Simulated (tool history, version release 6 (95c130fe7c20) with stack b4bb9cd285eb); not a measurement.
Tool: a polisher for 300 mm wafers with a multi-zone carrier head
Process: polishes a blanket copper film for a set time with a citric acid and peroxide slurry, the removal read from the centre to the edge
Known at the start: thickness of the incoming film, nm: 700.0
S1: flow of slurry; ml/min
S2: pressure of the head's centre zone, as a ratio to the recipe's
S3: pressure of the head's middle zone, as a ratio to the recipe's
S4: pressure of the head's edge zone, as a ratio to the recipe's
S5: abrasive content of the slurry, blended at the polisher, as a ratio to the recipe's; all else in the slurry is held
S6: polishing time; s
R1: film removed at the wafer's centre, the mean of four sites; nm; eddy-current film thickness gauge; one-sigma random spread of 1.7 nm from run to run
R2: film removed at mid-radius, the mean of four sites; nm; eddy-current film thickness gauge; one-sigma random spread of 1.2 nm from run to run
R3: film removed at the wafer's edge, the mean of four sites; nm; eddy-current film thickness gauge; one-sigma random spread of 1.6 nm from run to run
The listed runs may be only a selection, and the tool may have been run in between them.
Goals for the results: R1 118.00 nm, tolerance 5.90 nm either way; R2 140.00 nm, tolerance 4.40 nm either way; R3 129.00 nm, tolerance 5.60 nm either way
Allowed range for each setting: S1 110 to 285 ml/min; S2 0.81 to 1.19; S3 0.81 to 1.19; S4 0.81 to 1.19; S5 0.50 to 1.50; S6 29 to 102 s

run,hour,S1,S2,S3,S4,S5,S6,R1,R2,R3
1,0.0,180,1.00,1.00,1.00,1.00,65,112.81,112.89,115.34
2,0.7,180,1.08,1.00,1.00,1.00,65,122.88,111.87,112.51
3,3.2,180,1.08,0.96,1.00,1.00,65,121.76,107.28,115.79
4,3.9,190,1.04,1.00,1.02,1.05,65,118.09,114.55,118.52
5,8.8,190,1.04,1.00,1.06,1.05,65,120.36,113.76,118.42
6,13.1,190,0.96,1.00,1.06,1.05,65,109.46,113.44,118.06
7,14.3,200,0.95,1.03,1.06,1.10,65,111.08,117.87,118.18
8,16.2,200,0.93,1.05,1.07,1.20,66,112.38,123.82,125.77

5 next moves are on the table. One of them brings every result within its allowed miss. Which?
A,18.1,215,0.82,1.11,1.10,1.20,67,?,?,?
B,18.1,120,0.81,0.97,1.05,1.45,76,?,?,?
C,18.1,170,0.92,0.98,1.15,1.25,65,?,?,?
D,18.1,165,0.81,1.05,1.04,1.45,73,?,?,?
E,18.1,250,0.89,1.08,0.97,1.10,71,?,?,?

move,R1,R2,R3
A,101.67,133.51,132.56
B,106.73,128.12,143.17
C,107.65,113.68,129.75
D,109.11,139.00,142.19
E,117.28,138.23,131.59
A: moves toward the targets from the last run without getting all of them in spec
B: moves toward the targets from the last run without getting all of them in spec
C: the biggest miss grows against the last run
D: brings the last run's worst result on target, with another outside its allowed miss
E: all results land within tolerance of their targets
Go with E: it meets all targets.

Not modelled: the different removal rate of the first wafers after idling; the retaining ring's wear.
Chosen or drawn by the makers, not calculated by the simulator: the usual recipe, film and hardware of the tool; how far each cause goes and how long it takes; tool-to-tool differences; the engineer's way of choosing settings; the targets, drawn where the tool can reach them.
